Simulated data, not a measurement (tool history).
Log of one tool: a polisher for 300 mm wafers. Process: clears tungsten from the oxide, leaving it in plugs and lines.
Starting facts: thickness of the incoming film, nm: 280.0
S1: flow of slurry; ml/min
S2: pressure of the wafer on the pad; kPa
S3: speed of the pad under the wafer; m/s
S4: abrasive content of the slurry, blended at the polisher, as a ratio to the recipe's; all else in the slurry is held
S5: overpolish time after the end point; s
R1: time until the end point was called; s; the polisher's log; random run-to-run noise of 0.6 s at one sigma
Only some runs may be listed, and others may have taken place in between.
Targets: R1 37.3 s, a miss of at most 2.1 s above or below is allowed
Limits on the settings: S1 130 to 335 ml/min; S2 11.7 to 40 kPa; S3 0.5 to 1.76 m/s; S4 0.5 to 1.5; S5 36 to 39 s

run,day,S1,S2,S3,S4,S5,R1
1,0,215,25.5,1.12,1,36,56.786
2,0.138,215,27.6,1.14,1,36,52.504
3,0.308,215,27.6,1.14,1,39,52.713
4,0.542,215,27.6,1.14,1.2,39,48.25
5,0.671,215,30.3,1.14,1.2,39,46.355
6,0.921,215,31.7,1.16,1.2,39,42.372
7,1.071,215,32.4,1.16,1.2,39,43.541
8,1.262,215,33.8,1.18,1.2,39,39.482

Exactly one of the 4 candidate moves below puts every result within its allowed miss. Which one?
A,1.454,215,35.9,1.12,1.05,36,?
B,1.454,210,33.8,1.12,1.15,39,?
C,1.454,210,28.3,1.38,1.5,36,?
D,1.454,290,35.2,1.06,1.15,39,?

move,R1
A,41.661
B,42.955
C,38.065
D,42.118
A: the biggest miss grows against the last run
B: the biggest miss grows against the last run
C: meets every target
D: the biggest miss grows against the last run
So the answer is move C, the one that meets all the targets.

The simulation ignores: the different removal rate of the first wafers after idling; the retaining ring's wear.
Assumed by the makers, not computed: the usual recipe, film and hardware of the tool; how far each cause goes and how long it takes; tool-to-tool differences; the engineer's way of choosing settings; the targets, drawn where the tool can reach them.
